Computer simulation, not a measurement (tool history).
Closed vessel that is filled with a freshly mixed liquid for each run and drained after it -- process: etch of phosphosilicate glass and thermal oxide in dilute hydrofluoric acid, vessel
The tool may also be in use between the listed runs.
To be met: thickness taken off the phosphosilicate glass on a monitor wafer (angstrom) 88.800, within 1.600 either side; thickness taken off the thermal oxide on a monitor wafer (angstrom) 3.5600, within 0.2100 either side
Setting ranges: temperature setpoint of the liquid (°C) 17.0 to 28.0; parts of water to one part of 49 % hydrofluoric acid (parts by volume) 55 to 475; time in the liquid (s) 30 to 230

run  hour  temperature setpoint of the liquid (°C)  parts of water to one part of 49 % hydrofluoric acid (parts by volume)  time in the liquid (s)  thickness taken off the phosphosilicate glass on a monitor wafer (angstrom)  thickness taken off the thermal oxide on a monitor wafer (angstrom)
  1   0.0                                     20.0                                                                     265                     120                                                                      356.930                                                              14.3290
  2   1.9                                     19.5                                                                     310                     115                                                                      276.680                                                              11.0040
  3   8.9                                     19.0                                                                     345                     105                                                                      215.770                                                               8.6979
  4  16.3                                     18.5                                                                     375                     100                                                                      179.770                                                               7.5087
  5  20.2                                     18.5                                                                     395                      95                                                                      160.980                                                               6.5287
  6  24.5                                     18.5                                                                     440                      95                                                                      139.630                                                               5.5800
  7  32.4                                     18.0                                                                     450                      90                                                                      125.420                                                               5.0381
  8  36.4                                     17.0                                                                     475                      65                                                                       81.824                                                               3.2944
  9  44.1                                     17.5                                                                     475                      65                                                                       82.906                                                               3.2459
 10  47.2                                     18.0                                                                     470                      65                                                                       85.092                                                               3.3967
 11  55.8                                     18.5                                                                     470                      65                                                                       86.199                                                               3.5507

Of the 4 settings listed for the next run, only one would bring every result within its allowed miss of target. Which one?
  A  64.4                                     19.5                                                                     475                      65                                                                            ?                                                                    ?
  B  64.4                                     17.5                                                                     475                      65                                                                            ?                                                                    ?
  C  64.4                                     17.0                                                                     465                      65                                                                            ?                                                                    ?
  D  64.4                                     17.0                                                                     440                      60                                                                            ?                                                                    ?

move  thickness taken off the phosphosilicate glass on a monitor wafer (angstrom)  thickness taken off the thermal oxide on a monitor wafer (angstrom)
   A                                                                       88.649                                                               3.4670
   B                                                                       82.788                                                               3.2378
   C                                                                       83.727                                                               3.2745
   D                                                                       83.223                                                               3.2548
A: every result lands within tolerance
B: moves away from the targets compared with the last run
C: moves away from the targets compared with the last run
D: moves away from the targets compared with the last run
The right move is A.
